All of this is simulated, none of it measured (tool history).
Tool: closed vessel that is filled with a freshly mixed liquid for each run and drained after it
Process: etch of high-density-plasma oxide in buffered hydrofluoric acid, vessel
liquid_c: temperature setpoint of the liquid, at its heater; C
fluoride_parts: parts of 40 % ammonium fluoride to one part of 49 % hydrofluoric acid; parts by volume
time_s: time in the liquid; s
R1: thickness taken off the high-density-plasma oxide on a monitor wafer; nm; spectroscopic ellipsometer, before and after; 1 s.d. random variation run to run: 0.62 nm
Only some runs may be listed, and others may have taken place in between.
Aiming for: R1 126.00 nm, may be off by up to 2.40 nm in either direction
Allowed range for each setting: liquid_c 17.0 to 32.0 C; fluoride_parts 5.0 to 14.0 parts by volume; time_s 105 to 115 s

Run 1, hour 0.0: liquid_c 24.0 C, fluoride_parts 8.5 parts by volume, time_s 105 s. Result: R1 162.81 nm.
Run 2, hour 5.9: liquid_c 24.0 C, fluoride_parts 8.5 parts by volume, time_s 105 s. Result: R1 162.75 nm.
Run 3, hour 13.7: liquid_c 23.0 C, fluoride_parts 8.5 parts by volume, time_s 105 s. Result: R1 154.19 nm.
Run 4, hour 16.1: liquid_c 23.0 C, fluoride_parts 8.5 parts by volume, time_s 105 s. Result: R1 153.31 nm.
Run 5, hour 19.5: liquid_c 23.0 C, fluoride_parts 8.5 parts by volume, time_s 105 s. Result: R1 153.31 nm.
Run 6, hour 28.1: liquid_c 23.0 C, fluoride_parts 8.5 parts by volume, time_s 115 s. Result: R1 168.76 nm.
Run 7, hour 29.9: liquid_c 22.0 C, fluoride_parts 8.5 parts by volume, time_s 115 s. Result: R1 160.84 nm.
Run 8, hour 37.1: liquid_c 21.0 C, fluoride_parts 8.5 parts by volume, time_s 115 s. Result: R1 150.90 nm.
Run 9, hour 39.3: liquid_c 20.5 C, fluoride_parts 8.5 parts by volume, time_s 115 s. Result: R1 146.54 nm.
Run 10, hour 42.5: liquid_c 20.0 C, fluoride_parts 8.5 parts by volume, time_s 115 s. Result: R1 143.52 nm.
Run 11, hour 48.8: liquid_c 17.0 C, fluoride_parts 8.5 parts by volume, time_s 115 s. Result: R1 120.64 nm.

Which one of the following 4 next-run settings gets every result inside its allowed miss? There is exactly one.
Run A, hour 55.1: liquid_c 17.5 C, fluoride_parts 8.0 parts by volume, time_s 115 s. Result: R1 ?.
Run B, hour 55.1: liquid_c 17.0 C, fluoride_parts 7.5 parts by volume, time_s 110 s. Result: R1 ?.
Run C, hour 55.1: liquid_c 17.0 C, fluoride_parts 7.5 parts by volume, time_s 105 s. Result: R1 ?.
Run D, hour 55.1: liquid_c 18.0 C, fluoride_parts 7.5 parts by volume, time_s 105 s. Result: R1 ?.

move      R1
   A  132.99
   B  132.59
   C  126.56
   D  133.97
A: takes the biggest miss from the last run beyond its target
B: takes the biggest miss from the last run beyond its target
C: all results land within tolerance of their targets
D: takes the biggest miss from the last run beyond its target
Go with C: it meets all targets.

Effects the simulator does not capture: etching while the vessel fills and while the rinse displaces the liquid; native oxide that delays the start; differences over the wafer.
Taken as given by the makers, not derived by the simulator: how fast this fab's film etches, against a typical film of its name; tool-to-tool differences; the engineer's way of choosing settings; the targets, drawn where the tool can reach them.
